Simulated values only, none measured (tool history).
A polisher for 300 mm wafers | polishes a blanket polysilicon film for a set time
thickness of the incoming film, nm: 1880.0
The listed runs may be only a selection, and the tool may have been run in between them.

| run | hour | flow of slurry (ml/min) | pressure of the wafer on the pad (psi) | speed of the pad under the wafer (m/s) | polishing time (s) | film removed (angstrom) |
|---|---|---|---|---|---|---|
| 1 | 0 | 315 | 2.6 | 1.26 | 90 | 7179.8 |
| 2 | 8.8 | 315 | 2.4 | 1.22 | 90 | 6508.6 |
| 3 | 14.1 | 315 | 2.7 | 1.22 | 90 | 7464.5 |
| 4 | 19.4 | 255 | 2.7 | 1.22 | 90 | 7064.4 |
| 5 | 27.3 | 255 | 3.1 | 1.22 | 90 | 8073.3 |
| 6 | 31 | 250 | 2.8 | 1.2 | 90 | 7373.8 |

What does the tool deliver on the next run?
| 7 | 33.9 | 250 | 2.5 | 1.16 | 90 | ? |

Run 7 came out at film removed (angstrom) 6242.

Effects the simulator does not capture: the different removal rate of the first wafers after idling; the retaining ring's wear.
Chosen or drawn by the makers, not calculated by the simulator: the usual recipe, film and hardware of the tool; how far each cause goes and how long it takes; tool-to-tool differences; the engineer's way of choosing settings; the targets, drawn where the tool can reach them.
